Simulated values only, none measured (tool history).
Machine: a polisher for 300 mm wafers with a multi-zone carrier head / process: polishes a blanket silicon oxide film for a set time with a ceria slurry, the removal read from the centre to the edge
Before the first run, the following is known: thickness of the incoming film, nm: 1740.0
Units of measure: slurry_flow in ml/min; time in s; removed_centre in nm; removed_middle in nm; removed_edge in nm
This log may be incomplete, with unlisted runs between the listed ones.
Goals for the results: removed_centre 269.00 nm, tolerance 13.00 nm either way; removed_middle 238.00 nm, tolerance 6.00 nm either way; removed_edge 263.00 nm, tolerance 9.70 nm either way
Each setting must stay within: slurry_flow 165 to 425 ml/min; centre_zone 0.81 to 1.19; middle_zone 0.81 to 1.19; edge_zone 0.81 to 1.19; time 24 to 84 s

run  hour  slurry_flow  centre_zone  middle_zone  edge_zone  time  removed_centre  removed_middle  removed_edge
  1   0.0          275         1.00         1.00       1.00    54          333.75          289.89        291.74
  2   8.0          275         1.00         1.00       1.00    64          402.17          347.49        341.06
  3  13.4          270         0.97         0.97       0.98    61          357.08          321.75        321.59
  4  21.3          270         0.97         0.97       0.92    61          361.85          322.47        313.94
  5  27.2          270         0.97         0.97       0.87    61          361.62          320.98        302.67
  6  33.0          265         0.95         0.94       0.87    59          341.34          301.80        291.47
  7  41.9          260         0.93         0.91       0.88    58          335.79          289.91        289.40
  8  47.6          220         0.83         0.82       0.95    49          236.16          222.02        247.26
     49.1  -- centre zone pressure recalibrated
  9  49.1          235         0.84         0.83       0.96    49          222.98          226.75        257.80
 10  51.8          230         0.86         0.84       0.96    49          225.48          230.30        251.11
 11  55.0          255         0.86         0.83       0.93    49          230.25          228.85        250.46
 12  58.8          255         0.86         0.83       0.93    49          238.37          224.56        251.26
 13  63.0          255         0.86         0.83       0.93    49          233.18          227.75        249.37
 14  67.5          250         0.88         0.83       0.94    49          230.36          226.53        250.97
 15  75.9          240         0.91         0.83       0.93    50          250.50          230.94        253.80

Exercise: of the 5 proposed moves below, exactly one satisfies all targets within the stated allowed misses. Which move is it?
  A  84.3          305         0.90         0.81       1.06    48               ?               ?             ?
  B  84.3          235         0.98         0.83       1.00    49               ?               ?             ?
  C  84.3          190         1.04         0.81       0.83    52               ?               ?             ?
  D  84.3          165         0.97         0.83       0.89    55               ?               ?             ?
  E  84.3          315         0.86         0.81       0.97    50               ?               ?             ?

move  removed_centre  removed_middle  removed_edge
   A          239.82          224.01        265.79
   B          257.64          225.56        257.43
   C          279.40          227.21        244.47
   D          266.91          237.97        261.33
   E          239.48          234.18        265.84
A: misses by more than the last run did
B: corrects the largest miss of the last run, while another result sits out of spec
C: corrects the largest miss of the last run, while another result sits out of spec
D: hits every target within its allowed miss
E: misses by more than the last run did
D is the move that brings every result within its allowed miss.
